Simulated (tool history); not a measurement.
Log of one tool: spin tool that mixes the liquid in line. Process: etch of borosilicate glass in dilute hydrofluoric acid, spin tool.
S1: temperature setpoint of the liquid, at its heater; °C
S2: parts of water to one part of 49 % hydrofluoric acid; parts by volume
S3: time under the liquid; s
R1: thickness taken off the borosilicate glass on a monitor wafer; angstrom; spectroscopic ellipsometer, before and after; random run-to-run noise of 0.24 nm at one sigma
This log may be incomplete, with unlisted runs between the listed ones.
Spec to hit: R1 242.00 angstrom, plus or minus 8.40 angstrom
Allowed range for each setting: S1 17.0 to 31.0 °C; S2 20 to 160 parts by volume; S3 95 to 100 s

Run 1, day 0.000: S1 23.0 °C, S2 90 parts by volume, S3 95 s. Result: R1 198.68 angstrom.
Run 2, day 0.267: S1 23.0 °C, S2 60 parts by volume, S3 95 s. Result: R1 316.17 angstrom.
Run 3, day 0.571: S1 23.0 °C, S2 60 parts by volume, S3 100 s. Result: R1 330.57 angstrom.
Run 4, day 0.704: S1 23.0 °C, S2 45 parts by volume, S3 100 s. Result: R1 442.42 angstrom.
Run 5, day 0.854: S1 21.5 °C, S2 50 parts by volume, S3 100 s. Result: R1 380.37 angstrom.
Run 6, day 1.196: S1 19.0 °C, S2 50 parts by volume, S3 100 s. Result: R1 339.50 angstrom.
Run 7, day 1.471: S1 18.5 °C, S2 55 parts by volume, S3 100 s. Result: R1 296.90 angstrom.
Run 8, day 1.533: S1 18.0 °C, S2 55 parts by volume, S3 100 s. Result: R1 297.88 angstrom.
Run 9, day 1.883: S1 18.0 °C, S2 60 parts by volume, S3 100 s. Result: R1 272.03 angstrom.

4 next moves are on the table. One of them brings every result within its allowed miss. Which?
Run A, day 2.233: S1 18.0 °C, S2 70 parts by volume, S3 95 s. Result: R1 ?.
Run B, day 2.233: S1 18.0 °C, S2 50 parts by volume, S3 100 s. Result: R1 ?.
Run C, day 2.233: S1 17.0 °C, S2 70 parts by volume, S3 100 s. Result: R1 ?.
Run D, day 2.233: S1 17.5 °C, S2 65 parts by volume, S3 100 s. Result: R1 ?.

move      R1
   A  217.65
   B  328.08
   C  219.51
   D  242.86
A: pushes the last run's worst result past its target
B: lands further from the targets than the last run did
C: pushes the last run's worst result past its target
D: in spec on every target
Go with D: it meets all targets.

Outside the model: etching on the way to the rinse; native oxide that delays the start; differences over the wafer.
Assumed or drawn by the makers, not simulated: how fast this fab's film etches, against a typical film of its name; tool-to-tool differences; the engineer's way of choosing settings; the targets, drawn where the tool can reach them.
